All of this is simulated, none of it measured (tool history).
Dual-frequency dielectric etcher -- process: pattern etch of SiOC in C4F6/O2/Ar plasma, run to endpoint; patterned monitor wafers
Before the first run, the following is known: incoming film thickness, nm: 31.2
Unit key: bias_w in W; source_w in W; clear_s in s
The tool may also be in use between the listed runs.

{"run": 1, "hour": 0.0, "bias_w": 559, "source_w": 370, "clear_s": 10.788}
{"run": 2, "hour": 6.6, "bias_w": 538, "source_w": 370, "clear_s": 11.043}
{"run": 3, "hour": 14.8, "bias_w": 538, "source_w": 410, "clear_s": 10.799}
{"run": 4, "hour": 20.0, "bias_w": 517, "source_w": 410, "clear_s": 10.89}
{"run": 5, "hour": 27.1, "bias_w": 517, "source_w": 370, "clear_s": 11.379}
{"run": 6, "hour": 33.1, "bias_w": 573, "source_w": 370, "clear_s": 10.616}
{"run": 7, "hour": 37.3, "bias_w": 555, "source_w": 370, "clear_s": 10.685}
{"run": 8, "hour": 40.7, "bias_w": 539, "source_w": 370, "clear_s": 11.031}
{"run": 9, "hour": 45.6, "bias_w": 525, "source_w": 370, "clear_s": 11.114}
{"run": 10, "hour": 47.2, "bias_w": 525, "source_w": 370, "clear_s": 11.243}

Forecast run 11:
{"run": 11, "hour": 48.2, "bias_w": 514, "source_w": 370, "clear_s": "?"}

Run 11 came out at clear_s 11.284 s.
